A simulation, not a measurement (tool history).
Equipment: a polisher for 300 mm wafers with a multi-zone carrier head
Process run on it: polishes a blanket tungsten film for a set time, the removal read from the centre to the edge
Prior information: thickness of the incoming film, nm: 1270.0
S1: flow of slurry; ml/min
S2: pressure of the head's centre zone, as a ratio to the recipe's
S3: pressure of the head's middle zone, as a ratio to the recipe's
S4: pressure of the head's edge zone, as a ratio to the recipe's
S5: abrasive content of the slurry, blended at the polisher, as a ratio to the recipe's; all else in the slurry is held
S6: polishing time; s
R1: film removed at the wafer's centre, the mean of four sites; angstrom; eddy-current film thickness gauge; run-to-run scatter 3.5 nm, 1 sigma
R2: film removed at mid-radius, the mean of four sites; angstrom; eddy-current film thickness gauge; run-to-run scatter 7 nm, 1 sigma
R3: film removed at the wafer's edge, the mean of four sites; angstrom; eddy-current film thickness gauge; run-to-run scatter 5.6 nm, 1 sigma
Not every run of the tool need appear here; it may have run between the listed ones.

| run | hour | S1 | S2 | S3 | S4 | S5 | S6 | R1 | R2 | R3 |
|---|---|---|---|---|---|---|---|---|---|---|
| 1 | 0 | 205 | 1 | 1 | 1 | 1 | 54 | 3607.5 | 3551 | 3651.1 |
| 2 | 4.8 | 205 | 0.96 | 1 | 1 | 1 | 54 | 3494 | 3616.4 | 3612.9 |
| 3 | 11.1 | 205 | 0.96 | 1 | 1 | 1.2 | 54 | 3718 | 3826.7 | 3994.7 |
| 4 | 12.9 | 205 | 0.96 | 1 | 0.93 | 1.2 | 54 | 3714.2 | 3843.9 | 3774.1 |
| 5 | 16.6 | 210 | 0.97 | 1.02 | 0.94 | 1.2 | 54 | 3722.5 | 3783 | 3830.5 |
| 6 | 24.9 | 210 | 1.01 | 1.02 | 0.94 | 1.2 | 54 | 3889.3 | 3868.5 | 3840.7 |

Run 7 has not been measured yet. What should we expect?
| 7 | 29.9 | 215 | 1.01 | 1.04 | 0.95 | 1.25 | 54 | ? | ? | ? |

Run 7 yielded R1 3907.1 angstrom, R2 4007.8 angstrom, R3 3888.3 angstrom.
